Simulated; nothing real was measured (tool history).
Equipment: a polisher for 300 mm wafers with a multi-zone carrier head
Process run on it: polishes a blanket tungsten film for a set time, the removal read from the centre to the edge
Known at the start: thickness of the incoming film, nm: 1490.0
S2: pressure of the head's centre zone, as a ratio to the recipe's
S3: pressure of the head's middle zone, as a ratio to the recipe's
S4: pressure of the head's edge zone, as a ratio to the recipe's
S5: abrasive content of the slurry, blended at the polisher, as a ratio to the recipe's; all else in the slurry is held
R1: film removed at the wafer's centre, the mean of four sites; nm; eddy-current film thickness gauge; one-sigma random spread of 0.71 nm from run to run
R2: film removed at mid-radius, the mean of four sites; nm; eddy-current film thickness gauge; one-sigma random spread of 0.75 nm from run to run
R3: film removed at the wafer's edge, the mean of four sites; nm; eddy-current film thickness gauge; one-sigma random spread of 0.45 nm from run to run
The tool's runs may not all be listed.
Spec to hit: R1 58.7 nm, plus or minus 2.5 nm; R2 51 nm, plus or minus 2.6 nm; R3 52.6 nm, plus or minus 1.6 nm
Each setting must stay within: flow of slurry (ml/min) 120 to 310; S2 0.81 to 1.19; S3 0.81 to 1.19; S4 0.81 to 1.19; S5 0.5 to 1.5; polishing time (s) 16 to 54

Run 1, hour 0: flow of slurry (ml/min) 200, S2 1, S3 1, S4 1, S5 1, polishing time (s) 35. Result: R1 69.26 nm, R2 70.717 nm, R3 69.669 nm.
Run 2, hour 5: flow of slurry (ml/min) 195, S2 1.01, S3 0.97, S4 0.97, S5 0.85, polishing time (s) 34. Result: R1 66.557 nm, R2 66.041 nm, R3 64.572 nm.
Run 3, hour 11.2: flow of slurry (ml/min) 195, S2 0.96, S3 0.97, S4 0.97, S5 0.85, polishing time (s) 34. Result: R1 62.601 nm, R2 64.206 nm, R3 64.705 nm.
Run 4, hour 18: flow of slurry (ml/min) 195, S2 0.96, S3 0.97, S4 0.97, S5 0.65, polishing time (s) 34. Result: R1 59.518 nm, R2 61.891 nm, R3 60.565 nm.
Run 5, hour 19: flow of slurry (ml/min) 190, S2 0.98, S3 0.93, S4 0.95, S5 0.6, polishing time (s) 33. Result: R1 58.185 nm, R2 56.354 nm, R3 58.273 nm.
Run 6, hour 22.2: flow of slurry (ml/min) 190, S2 0.9, S3 0.93, S4 0.95, S5 0.6, polishing time (s) 33. Result: R1 53.299 nm, R2 56.807 nm, R3 58.348 nm.
Run 7, hour 23.9: flow of slurry (ml/min) 190, S2 0.94, S3 0.92, S4 0.92, S5 0.55, polishing time (s) 33. Result: R1 56.014 nm, R2 54.978 nm, R3 56.125 nm.
Run 8, hour 26.2: flow of slurry (ml/min) 185, S2 0.95, S3 0.91, S4 0.9, S5 0.55, polishing time (s) 33. Result: R1 56.222 nm, R2 54.883 nm, R3 56.478 nm.
Run 9, hour 27.2: flow of slurry (ml/min) 185, S2 0.97, S3 0.9, S4 0.89, S5 0.55, polishing time (s) 33. Result: R1 56.382 nm, R2 54.33 nm, R3 55.951 nm.
Run 10, hour 31.2: flow of slurry (ml/min) 185, S2 0.99, S3 0.89, S4 0.88, S5 0.55, polishing time (s) 33. Result: R1 57.288 nm, R2 54.122 nm, R3 56.14 nm.
At hour 35: worn pad replaced by a new one.
Run 11, hour 35: flow of slurry (ml/min) 185, S2 1.01, S3 0.88, S4 0.87, S5 0.55, polishing time (s) 33. Result: R1 65.787 nm, R2 59.403 nm, R3 61.369 nm.
Run 12, hour 38: flow of slurry (ml/min) 180, S2 1.02, S3 0.88, S4 0.86, S5 0.55, polishing time (s) 32. Result: R1 64.936 nm, R2 56.862 nm, R3 59.1 nm.
Run 13, hour 44.3: flow of slurry (ml/min) 180, S2 1.02, S3 0.88, S4 0.85, S5 0.55, polishing time (s) 31. Result: R1 62.464 nm, R2 54.757 nm, R3 57.99 nm.
Run 14, hour 46.4: flow of slurry (ml/min) 180, S2 1.02, S3 0.88, S4 0.85, S5 0.55, polishing time (s) 31. Result: R1 61.834 nm, R2 56.312 nm, R3 58.165 nm.
Run 15, hour 49.9: flow of slurry (ml/min) 195, S2 1.03, S3 0.88, S4 0.86, S5 0.55, polishing time (s) 29. Result: R1 59.622 nm, R2 52.744 nm, R3 55.052 nm.

Pick the move, out of 5, that brings all results within their allowed miss; only one does.
Run A, hour 53.4: flow of slurry (ml/min) 195, S2 0.91, S3 1.02, S4 0.81, S5 0.5, polishing time (s) 29. Result: R1 ?, R2 ?, R3 ?.
Run B, hour 53.4: flow of slurry (ml/min) 210, S2 0.95, S3 0.85, S4 0.88, S5 0.6, polishing time (s) 30. Result: R1 ?, R2 ?, R3 ?.
Run C, hour 53.4: flow of slurry (ml/min) 125, S2 0.92, S3 0.87, S4 0.88, S5 0.6, polishing time (s) 31. Result: R1 ?, R2 ?, R3 ?.
Run D, hour 53.4: flow of slurry (ml/min) 195, S2 0.95, S3 0.97, S4 0.81, S5 0.5, polishing time (s) 29. Result: R1 ?, R2 ?, R3 ?.
Run E, hour 53.4: flow of slurry (ml/min) 130, S2 1.06, S3 0.88, S4 0.81, S5 0.55, polishing time (s) 31. Result: R1 ?, R2 ?, R3 ?.

move      R1      R2      R3
   A  51.274  59.714  52.606
   B  57.515  55.065  58.579
   C  50.933  52.034  55.946
   D  53.528  57.224  52.641
   E  58.739  52.404  53.646
A: the furthest-off result lands on target, but another misses its tolerance
B: misses by more than the last run did
C: misses by more than the last run did
D: the furthest-off result lands on target, but another misses its tolerance
E: meets every target
The right move is E.
